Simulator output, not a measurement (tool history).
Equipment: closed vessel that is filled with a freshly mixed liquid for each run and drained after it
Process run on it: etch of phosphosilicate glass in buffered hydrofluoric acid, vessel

run    day  temperature setpoint of the liquid (°C)  parts of 40 % ammonium fluoride to one part of 49 % hydrofluoric acid (parts by volume)  time in the liquid (s)  thickness taken off the phosphosilicate glass on a monitor wafer (Å)
  1  0.000                                     22.0                                                                                     12.5                     100                                                                4116.0
  2  0.046                                     22.0                                                                                     12.5                     100                                                                4169.6
  3  0.388                                     22.0                                                                                     12.5                     100                                                                4156.8
  4  0.642                                     22.0                                                                                     10.5                     100                                                                4924.6
  5  0.996                                     21.0                                                                                     10.5                     100                                                                4672.8
  6  1.267                                     21.0                                                                                      9.0                     100                                                                5211.1

What does the tool deliver on the next run?
  7  1.483                                     20.5                                                                                      9.0                     100                                                                     ?

thickness taken off the phosphosilicate glass on a monitor wafer (Å): 5098.2
